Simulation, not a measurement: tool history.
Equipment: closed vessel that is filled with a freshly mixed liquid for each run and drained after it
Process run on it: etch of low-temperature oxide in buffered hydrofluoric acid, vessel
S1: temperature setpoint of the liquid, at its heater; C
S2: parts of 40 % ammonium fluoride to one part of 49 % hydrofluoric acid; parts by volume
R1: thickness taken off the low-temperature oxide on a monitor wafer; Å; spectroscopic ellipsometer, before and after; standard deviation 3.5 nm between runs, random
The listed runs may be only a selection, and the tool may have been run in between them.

{"run": 1, "day": 0.0, "S1": 25, "S2": 8.5, "time in the liquid (s)": 105, "R1": 5318.6}
{"run": 2, "day": 0.258, "S1": 23.5, "S2": 8.5, "time in the liquid (s)": 105, "R1": 4903.5}
{"run": 3, "day": 0.629, "S1": 22.5, "S2": 8.5, "time in the liquid (s)": 105, "R1": 4701.8}
{"run": 4, "day": 0.796, "S1": 22.5, "S2": 8.5, "time in the liquid (s)": 115, "R1": 5065.7}
{"run": 5, "day": 0.942, "S1": 21.5, "S2": 8.5, "time in the liquid (s)": 115, "R1": 4784.3}
{"run": 6, "day": 1.183, "S1": 21.5, "S2": 8.5, "time in the liquid (s)": 105, "R1": 4436.7}

Run 7, settings as shown, results not yet in. Your forecast:
{"run": 7, "day": 1.517, "S1": 21, "S2": 8.5, "time in the liquid (s)": 105, "R1": "?"}

Logged for run 7: R1 4330.6 Å.

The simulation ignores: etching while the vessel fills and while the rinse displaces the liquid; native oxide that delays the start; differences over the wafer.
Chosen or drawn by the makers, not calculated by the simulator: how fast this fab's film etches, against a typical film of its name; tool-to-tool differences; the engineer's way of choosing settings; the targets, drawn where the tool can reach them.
